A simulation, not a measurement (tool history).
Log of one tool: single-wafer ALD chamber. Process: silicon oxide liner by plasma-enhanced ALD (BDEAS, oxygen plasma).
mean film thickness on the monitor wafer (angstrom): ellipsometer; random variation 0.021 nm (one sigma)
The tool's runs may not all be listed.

run	hour	heater temperature setpoint (deg C)	number of ALD cycles (cycles)	mean film thickness on the monitor wafer (angstrom)
1	0.0	315	81	72.298
2	2.5	320	81	71.681
3	5.8	320	78	68.814
4	7.7	320	75	66.470
5	16.8	320	73	64.345
6	23.0	320	71	63.125

Run 7 comes next. What will it give?
7	26.0	320	70	?

Run 7 gave mean film thickness on the monitor wafer (angstrom) 61.896.
